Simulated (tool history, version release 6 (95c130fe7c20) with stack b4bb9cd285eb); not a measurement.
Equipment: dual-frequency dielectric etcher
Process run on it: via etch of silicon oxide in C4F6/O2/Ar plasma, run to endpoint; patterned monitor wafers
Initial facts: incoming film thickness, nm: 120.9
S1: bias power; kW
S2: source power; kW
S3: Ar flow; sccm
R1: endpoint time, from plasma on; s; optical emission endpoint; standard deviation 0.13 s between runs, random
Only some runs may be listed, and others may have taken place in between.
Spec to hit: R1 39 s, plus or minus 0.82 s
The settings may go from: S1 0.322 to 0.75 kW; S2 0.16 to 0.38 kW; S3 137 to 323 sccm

Run 1, hour 0: S1 0.536 kW, S2 0.27 kW, S3 230 sccm. Result: R1 27.377 s.
Run 2, hour 4.5: S1 0.444 kW, S2 0.27 kW, S3 230 sccm. Result: R1 29.558 s.
Run 3, hour 8.8: S1 0.42 kW, S2 0.25 kW, S3 241 sccm. Result: R1 31.266 s.
Run 4, hour 17: S1 0.4 kW, S2 0.23 kW, S3 245 sccm. Result: R1 33.321 s.
Run 5, hour 25: S1 0.4 kW, S2 0.27 kW, S3 245 sccm. Result: R1 30.855 s.
Run 6, hour 32.9: S1 0.384 kW, S2 0.25 kW, S3 248 sccm. Result: R1 32.874 s.
Run 7, hour 38.8: S1 0.322 kW, S2 0.19 kW, S3 260 sccm. Result: R1 40.781 s.
Run 8, hour 43.3: S1 0.33 kW, S2 0.19 kW, S3 260 sccm. Result: R1 40.277 s.

4 next moves are on the table. One of them brings every result within its allowed miss. Which?
Run A, hour 47.8: S1 0.346 kW, S2 0.21 kW, S3 261 sccm. Result: R1 ?.
Run B, hour 47.8: S1 0.344 kW, S2 0.22 kW, S3 264 sccm. Result: R1 ?.
Run C, hour 47.8: S1 0.362 kW, S2 0.2 kW, S3 256 sccm. Result: R1 ?.
Run D, hour 47.8: S1 0.363 kW, S2 0.19 kW, S3 273 sccm. Result: R1 ?.

move      R1
   A  37.425
   B  36.698
   C  37.568
   D  38.767
A: pushes the last run's worst result past its target
B: pushes the last run's worst result past its target
C: pushes the last run's worst result past its target
D: all results in spec
Go with D: it meets all targets.

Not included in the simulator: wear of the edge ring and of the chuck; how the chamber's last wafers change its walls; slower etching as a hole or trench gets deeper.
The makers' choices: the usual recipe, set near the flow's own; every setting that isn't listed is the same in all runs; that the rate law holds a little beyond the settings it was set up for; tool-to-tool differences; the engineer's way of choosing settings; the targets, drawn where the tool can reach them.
